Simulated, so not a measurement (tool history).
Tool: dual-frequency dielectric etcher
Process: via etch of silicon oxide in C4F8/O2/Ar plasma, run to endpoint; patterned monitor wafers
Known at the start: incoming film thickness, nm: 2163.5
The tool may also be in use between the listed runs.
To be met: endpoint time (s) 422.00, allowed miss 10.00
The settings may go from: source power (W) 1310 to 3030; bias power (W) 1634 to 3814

Run 1, hour 0.0: source power (W) 2170, bias power (W) 2724. Result: endpoint time (s) 348.33.
Run 2, hour 6.1: source power (W) 2050, bias power (W) 2651. Result: endpoint time (s) 363.81.
Run 3, hour 10.9: source power (W) 2050, bias power (W) 3127. Result: endpoint time (s) 346.66.
Run 4, hour 13.0: source power (W) 1940, bias power (W) 3062. Result: endpoint time (s) 359.08.
Run 5, hour 21.8: source power (W) 1940, bias power (W) 2634. Result: endpoint time (s) 376.72.
Run 6, hour 30.8: source power (W) 1940, bias power (W) 2238. Result: endpoint time (s) 390.86.
Run 7, hour 34.1: source power (W) 1900, bias power (W) 2226. Result: endpoint time (s) 396.26.
Run 8, hour 34.9: source power (W) 1870, bias power (W) 2217. Result: endpoint time (s) 398.64.
Run 9, hour 40.1: source power (W) 1840, bias power (W) 2208. Result: endpoint time (s) 404.36.
Run 10, hour 47.8: source power (W) 1820, bias power (W) 2202. Result: endpoint time (s) 409.48.
Run 11, hour 51.4: source power (W) 1810, bias power (W) 2199. Result: endpoint time (s) 409.72.
Run 12, hour 53.6: source power (W) 1800, bias power (W) 2196. Result: endpoint time (s) 410.46.
Run 13, hour 60.3: source power (W) 1800, bias power (W) 2196. Result: endpoint time (s) 409.58.

Which of these 5 next moves meets every target?
Run A, hour 67.0: source power (W) 2000, bias power (W) 1815. Result: endpoint time (s) ?.
Run B, hour 67.0: source power (W) 1640, bias power (W) 2974. Result: endpoint time (s) ?.
Run C, hour 67.0: source power (W) 1680, bias power (W) 2798. Result: endpoint time (s) ?.
Run D, hour 67.0: source power (W) 1810, bias power (W) 2617. Result: endpoint time (s) ?.
Run E, hour 67.0: source power (W) 1940, bias power (W) 1634. Result: endpoint time (s) ?.

move  endpoint time (s)
   A             404.70
   B             400.69
   C             401.60
   D             391.32
   E             421.73
A: further off than the last run
B: further off than the last run
C: further off than the last run
D: further off than the last run
E: meets every target
Move E is the one to make.

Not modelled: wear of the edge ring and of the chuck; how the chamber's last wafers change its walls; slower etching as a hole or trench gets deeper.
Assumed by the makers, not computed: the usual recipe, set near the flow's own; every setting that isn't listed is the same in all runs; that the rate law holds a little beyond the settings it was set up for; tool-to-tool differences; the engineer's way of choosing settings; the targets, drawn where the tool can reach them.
